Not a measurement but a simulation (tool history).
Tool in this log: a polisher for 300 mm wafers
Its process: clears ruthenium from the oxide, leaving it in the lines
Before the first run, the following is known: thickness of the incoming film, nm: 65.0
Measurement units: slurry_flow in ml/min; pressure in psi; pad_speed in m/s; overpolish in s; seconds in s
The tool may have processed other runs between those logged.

run,hour,slurry_flow,pressure,pad_speed,overpolish,seconds
1,0,170,1.4,1,28,100.96
2,0.8,170,1.1,1,28,130.05
3,6.6,170,1.1,1,28,127.99
4,9,170,1.1,0.9,28,138.39
5,14.9,170,1.1,1.06,28,123.03
6,19.6,170,1.1,1.06,28,119.81

The next listed run, before its measurement:
7,25.3,170,1,1.06,28,?

{"run 7": {"seconds": 134.15}}
